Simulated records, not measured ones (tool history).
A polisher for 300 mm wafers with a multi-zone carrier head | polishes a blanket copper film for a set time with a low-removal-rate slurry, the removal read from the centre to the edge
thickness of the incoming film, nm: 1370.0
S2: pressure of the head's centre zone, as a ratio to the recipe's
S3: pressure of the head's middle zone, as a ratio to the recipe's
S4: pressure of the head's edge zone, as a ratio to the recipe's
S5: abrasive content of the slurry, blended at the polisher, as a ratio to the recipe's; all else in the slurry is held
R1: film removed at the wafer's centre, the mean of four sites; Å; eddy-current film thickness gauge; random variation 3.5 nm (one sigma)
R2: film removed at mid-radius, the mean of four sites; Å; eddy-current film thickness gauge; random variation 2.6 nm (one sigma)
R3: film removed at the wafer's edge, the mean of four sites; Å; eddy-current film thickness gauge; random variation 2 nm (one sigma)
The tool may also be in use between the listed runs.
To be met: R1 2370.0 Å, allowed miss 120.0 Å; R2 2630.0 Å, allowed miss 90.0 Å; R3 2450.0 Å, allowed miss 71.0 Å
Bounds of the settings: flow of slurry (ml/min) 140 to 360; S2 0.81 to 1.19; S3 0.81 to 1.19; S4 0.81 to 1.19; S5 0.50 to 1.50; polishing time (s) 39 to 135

run 1 hour=0.0 | flow_of_slurry_(ml/min)=230 S2=1.00 S3=1.00 S4=1.00 S5=1.00 polishing_time_(s)=87 | R1=3161.6 R2=3267.2 R3=3295.8
run 2 hour=1.4 | flow_of_slurry_(ml/min)=185 S2=1.00 S3=1.00 S4=1.00 S5=1.00 polishing_time_(s)=87 | R1=3182.2 R2=3124.8 R3=3232.2
run 3 hour=7.4 | flow_of_slurry_(ml/min)=220 S2=1.00 S3=1.00 S4=1.00 S5=1.00 polishing_time_(s)=87 | R1=3298.0 R2=3269.7 R3=3351.6
run 4 hour=14.9 | flow_of_slurry_(ml/min)=220 S2=1.00 S3=1.04 S4=1.00 S5=1.00 polishing_time_(s)=87 | R1=3262.2 R2=3404.7 R3=3301.0
run 5 hour=17.0 | flow_of_slurry_(ml/min)=215 S2=0.98 S3=1.03 S4=0.97 S5=0.90 polishing_time_(s)=85 | R1=3063.6 R2=3211.3 R3=3066.7
run 6 hour=24.6 | flow_of_slurry_(ml/min)=215 S2=0.98 S3=1.03 S4=0.97 S5=1.00 polishing_time_(s)=85 | R1=3065.9 R2=3284.3 R3=3164.9
run 7 hour=33.2 | flow_of_slurry_(ml/min)=210 S2=0.95 S3=1.01 S4=0.94 S5=0.90 polishing_time_(s)=84 | R1=2909.1 R2=3092.9 R3=3017.7
run 8 hour=36.9 | flow_of_slurry_(ml/min)=205 S2=0.93 S3=1.01 S4=0.92 S5=0.80 polishing_time_(s)=83 | R1=2632.2 R2=2969.3 R3=2893.6
run 9 hour=43.9 | flow_of_slurry_(ml/min)=200 S2=0.94 S3=1.01 S4=0.90 S5=0.75 polishing_time_(s)=82 | R1=2615.8 R2=2790.1 R3=2753.0
run 10 hour=52.7 | flow_of_slurry_(ml/min)=195 S2=0.93 S3=1.02 S4=0.88 S5=0.70 polishing_time_(s)=82 | R1=2508.4 R2=2772.9 R3=2624.1
run 11 hour=58.2 | flow_of_slurry_(ml/min)=185 S2=0.93 S3=1.02 S4=0.87 S5=0.70 polishing_time_(s)=82 | R1=2492.5 R2=2767.1 R3=2622.1
run 12 hour=62.0 | flow_of_slurry_(ml/min)=180 S2=0.93 S3=1.02 S4=0.86 S5=0.70 polishing_time_(s)=82 | R1=2528.5 R2=2783.6 R3=2580.7
run 13 hour=68.9 | flow_of_slurry_(ml/min)=175 S2=0.92 S3=1.01 S4=0.85 S5=0.70 polishing_time_(s)=82 | R1=2519.2 R2=2731.6 R3=2604.6

4 next moves are on the table. One of them brings every result within its allowed miss. Which?
run A hour=75.8 | flow_of_slurry_(ml/min)=195 S2=0.92 S3=1.02 S4=0.84 S5=0.75 polishing_time_(s)=76 | R1=? R2=? R3=?
run B hour=75.8 | flow_of_slurry_(ml/min)=180 S2=0.84 S3=0.94 S4=0.94 S5=0.70 polishing_time_(s)=79 | R1=? R2=? R3=?
run C hour=75.8 | flow_of_slurry_(ml/min)=140 S2=1.10 S3=0.95 S4=0.88 S5=0.85 polishing_time_(s)=74 | R1=? R2=? R3=?
run D hour=75.8 | flow_of_slurry_(ml/min)=150 S2=1.04 S3=0.95 S4=0.83 S5=0.75 polishing_time_(s)=78 | R1=? R2=? R3=?

move=A R1=2421.0 R2=2618.3 R3=2451.5
move=B R1=2224.9 R2=2467.2 R3=2613.5
move=C R1=2776.5 R2=2373.8 R3=2443.7
move=D R1=2701.8 R2=2442.0 R3=2441.1
A: meets every target
B: further off than the last run
C: brings the result that was furthest off to its target, and leaves another outside
D: brings the result that was furthest off to its target, and leaves another outside
Move A is the one to make.
